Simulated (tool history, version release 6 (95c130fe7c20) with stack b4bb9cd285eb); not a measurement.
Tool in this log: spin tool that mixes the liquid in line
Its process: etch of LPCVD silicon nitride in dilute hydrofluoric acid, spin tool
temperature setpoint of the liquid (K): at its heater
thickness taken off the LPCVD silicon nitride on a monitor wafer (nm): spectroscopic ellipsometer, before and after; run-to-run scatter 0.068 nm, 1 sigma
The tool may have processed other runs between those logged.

| run | hour | temperature setpoint of the liquid (K) | parts of water to one part of 49 % hydrofluoric acid (parts by volume) | time under the liquid (s) | thickness taken off the LPCVD silicon nitride on a monitor wafer (nm) |
|---|---|---|---|---|---|
| 1 | 0.0 | 298.15 | 75 | 265 | 2.1445 |
| 2 | 5.4 | 299.65 | 75 | 265 | 2.3798 |
| 3 | 6.8 | 299.65 | 75 | 265 | 2.5018 |
| 4 | 15.5 | 299.65 | 85 | 265 | 2.1926 |
| 5 | 18.8 | 300.65 | 85 | 265 | 2.2672 |
| 6 | 25.9 | 300.65 | 85 | 265 | 2.3459 |
| 7 | 32.2 | 301.65 | 85 | 265 | 2.4561 |

Run 8, settings as shown, results not yet in. Your forecast:
| 8 | 33.6 | 302.65 | 85 | 265 | ? |

thickness taken off the LPCVD silicon nitride on a monitor wafer (nm): 2.5822
